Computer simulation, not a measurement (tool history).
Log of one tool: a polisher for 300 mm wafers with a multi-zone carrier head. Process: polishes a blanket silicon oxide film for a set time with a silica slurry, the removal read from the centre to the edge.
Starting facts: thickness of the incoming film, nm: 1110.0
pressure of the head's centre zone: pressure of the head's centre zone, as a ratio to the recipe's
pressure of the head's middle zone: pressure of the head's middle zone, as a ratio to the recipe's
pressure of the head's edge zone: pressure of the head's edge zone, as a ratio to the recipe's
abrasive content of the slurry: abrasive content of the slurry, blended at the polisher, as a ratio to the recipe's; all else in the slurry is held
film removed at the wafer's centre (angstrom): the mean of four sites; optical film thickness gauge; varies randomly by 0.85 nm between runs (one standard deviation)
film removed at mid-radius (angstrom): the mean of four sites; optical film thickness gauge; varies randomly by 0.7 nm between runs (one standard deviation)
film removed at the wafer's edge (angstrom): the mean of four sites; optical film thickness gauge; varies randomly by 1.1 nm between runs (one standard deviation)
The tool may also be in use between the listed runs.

| run | hour | flow of slurry (ml/min) | pressure of the head's centre zone | pressure of the head's middle zone | pressure of the head's edge zone | abrasive content of the slurry | polishing time (s) | film removed at the wafer's centre (angstrom) | film removed at mid-radius (angstrom) | film removed at the wafer's edge (angstrom) |
|---|---|---|---|---|---|---|---|---|---|---|
| 1 | 0.0 | 140 | 1.00 | 1.00 | 1.00 | 1.0 | 31 | 1055.60 | 1061.10 | 1118.70 |
| 2 | 7.1 | 135 | 1.02 | 0.96 | 0.99 | 0.9 | 31 | 990.14 | 994.91 | 1065.10 |
| 3 | 10.7 | 135 | 1.02 | 0.96 | 0.99 | 0.9 | 25 | 797.59 | 797.87 | 851.96 |
| 4 | 12.4 | 135 | 1.02 | 0.96 | 0.93 | 0.9 | 25 | 797.71 | 795.16 | 830.04 |
| 5 | 17.6 | 140 | 1.05 | 0.93 | 0.96 | 0.9 | 25 | 845.45 | 770.96 | 846.86 |
| 6 | 18.2 | 140 | 1.06 | 0.91 | 0.96 | 0.9 | 25 | 855.51 | 770.99 | 826.30 |
| 7 | 24.2 | 140 | 1.07 | 0.89 | 1.01 | 0.9 | 25 | 849.47 | 758.23 | 868.47 |

Predict the results of run 8:
| 8 | 27.9 | 140 | 1.09 | 0.87 | 1.02 | 0.9 | 25 | ? | ? | ? |

Run 8 yielded film removed at the wafer's centre (angstrom) 889.90, film removed at mid-radius (angstrom) 738.50, film removed at the wafer's edge (angstrom) 855.73.

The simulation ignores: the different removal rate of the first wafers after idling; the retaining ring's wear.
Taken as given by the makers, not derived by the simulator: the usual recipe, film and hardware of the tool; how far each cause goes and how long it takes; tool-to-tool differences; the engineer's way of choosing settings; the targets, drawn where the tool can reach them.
